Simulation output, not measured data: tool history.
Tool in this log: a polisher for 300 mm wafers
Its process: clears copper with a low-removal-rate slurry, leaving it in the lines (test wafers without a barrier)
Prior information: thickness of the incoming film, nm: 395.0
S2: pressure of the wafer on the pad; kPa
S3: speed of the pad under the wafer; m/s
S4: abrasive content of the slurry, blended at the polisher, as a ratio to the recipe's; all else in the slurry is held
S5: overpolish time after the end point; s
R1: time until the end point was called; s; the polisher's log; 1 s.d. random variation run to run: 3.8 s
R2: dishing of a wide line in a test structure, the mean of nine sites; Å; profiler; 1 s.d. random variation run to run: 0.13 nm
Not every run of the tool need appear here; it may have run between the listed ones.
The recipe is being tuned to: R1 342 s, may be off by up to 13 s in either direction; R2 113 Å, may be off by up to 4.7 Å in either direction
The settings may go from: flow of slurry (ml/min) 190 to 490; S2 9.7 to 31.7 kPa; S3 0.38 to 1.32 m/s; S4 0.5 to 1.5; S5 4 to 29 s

{"run": 1, "hour": 0.0, "flow of slurry (ml/min)": 315, "S2": 20.7, "S3": 0.84, "S4": 1, "S5": 15, "R1": 173.34, "R2": 125.41}
{"run": 2, "hour": 5.0, "flow of slurry (ml/min)": 315, "S2": 17.2, "S3": 0.8, "S4": 1, "S5": 17, "R1": 212.33, "R2": 120.15}
{"run": 3, "hour": 10.2, "flow of slurry (ml/min)": 315, "S2": 17.2, "S3": 0.8, "S4": 1.15, "S5": 17, "R1": 208.41, "R2": 122.75}
{"run": 4, "hour": 13.3, "flow of slurry (ml/min)": 315, "S2": 15.2, "S3": 0.76, "S4": 1.15, "S5": 19, "R1": 245.69, "R2": 119.63}
{"run": 5, "hour": 19.7, "flow of slurry (ml/min)": 315, "S2": 13.8, "S3": 0.74, "S4": 1.15, "S5": 20, "R1": 275.61, "R2": 114.33}
{"run": 6, "hour": 26.9, "flow of slurry (ml/min)": 315, "S2": 9.7, "S3": 0.74, "S4": 1.15, "S5": 20, "R1": 353.01, "R2": 100}
{"run": 7, "hour": 27.8, "flow of slurry (ml/min)": 315, "S2": 9.7, "S3": 0.74, "S4": 1.15, "S5": 21, "R1": 355.19, "R2": 102.51}
{"run": 8, "hour": 30.3, "flow of slurry (ml/min)": 315, "S2": 9.7, "S3": 0.74, "S4": 1.15, "S5": 22, "R1": 360.31, "R2": 105.54}

Below are 5 possible settings for the next run. Only one of them brings all results inside the allowed miss of their targets. Which is it?
{"run": "A", "hour": 32.8, "flow of slurry (ml/min)": 340, "S2": 12.4, "S3": 0.7, "S4": 1.2, "S5": 22, "R1": "?", "R2": "?"}
{"run": "B", "hour": 32.8, "flow of slurry (ml/min)": 355, "S2": 17.9, "S3": 0.5, "S4": 1, "S5": 29, "R1": "?", "R2": "?"}
{"run": "C", "hour": 32.8, "flow of slurry (ml/min)": 340, "S2": 12.4, "S3": 0.72, "S4": 1.15, "S5": 26, "R1": "?", "R2": "?"}
{"run": "D", "hour": 32.8, "flow of slurry (ml/min)": 280, "S2": 10.3, "S3": 0.76, "S4": 1.1, "S5": 24, "R1": "?", "R2": "?"}
{"run": "E", "hour": 32.8, "flow of slurry (ml/min)": 205, "S2": 9.7, "S3": 0.9, "S4": 1.2, "S5": 22, "R1": "?", "R2": "?"}

move=A R1=305.19 R2=114.94
move=B R1=318.27 R2=126.28
move=C R1=299.39 R2=122.64
move=D R1=336.02 R2=113.69
move=E R1=302.59 R2=114.12
A: the worst result of the last run now meets its target, but another is out of spec
B: takes the result that was furthest off past its target
C: takes the result that was furthest off past its target
D: every result within its allowed miss
E: the worst result of the last run now meets its target, but another is out of spec
D is the move that brings every result within its allowed miss.
